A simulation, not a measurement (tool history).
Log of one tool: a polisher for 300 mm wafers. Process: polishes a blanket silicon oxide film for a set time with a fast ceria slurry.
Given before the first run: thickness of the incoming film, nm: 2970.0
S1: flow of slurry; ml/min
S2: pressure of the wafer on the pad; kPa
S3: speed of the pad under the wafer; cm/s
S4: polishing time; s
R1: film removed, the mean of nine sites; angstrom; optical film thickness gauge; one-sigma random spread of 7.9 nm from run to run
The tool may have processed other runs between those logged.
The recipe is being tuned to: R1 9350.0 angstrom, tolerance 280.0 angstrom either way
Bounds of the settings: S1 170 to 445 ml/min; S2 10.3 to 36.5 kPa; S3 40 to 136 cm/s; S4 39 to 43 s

run,hour,S1,S2,S3,S4,R1
1,0.0,285,23.4,88,43,6526.8
2,2.8,285,23.4,96,43,7078.4
3,10.0,285,23.4,96,43,7044.1
4,12.9,285,24.8,96,43,7329.5
5,21.3,285,26.2,96,43,7690.1
6,29.9,285,26.2,82,43,6663.8
7,31.6,285,28.3,82,43,7132.0
8,34.3,285,30.3,82,43,7604.0
9,43.2,285,31.7,82,43,7857.4
10,46.9,285,33.1,82,43,8270.4
11,52.5,285,33.8,82,43,8368.9
12,57.9,290,36.5,82,43,9045.2

Exercise: of the 4 proposed moves below, exactly one satisfies all targets within the stated allowed misses. Which move is it?
A,63.3,315,31.7,96,43,?
B,63.3,275,36.5,84,40,?
C,63.3,230,36.5,90,39,?
D,63.3,295,35.2,82,43,?

move,R1
A,9201.6
B,8418.1
C,8587.9
D,8603.2
A: meets every target
B: misses by more than the last run did
C: misses by more than the last run did
D: misses by more than the last run did
Answer: A
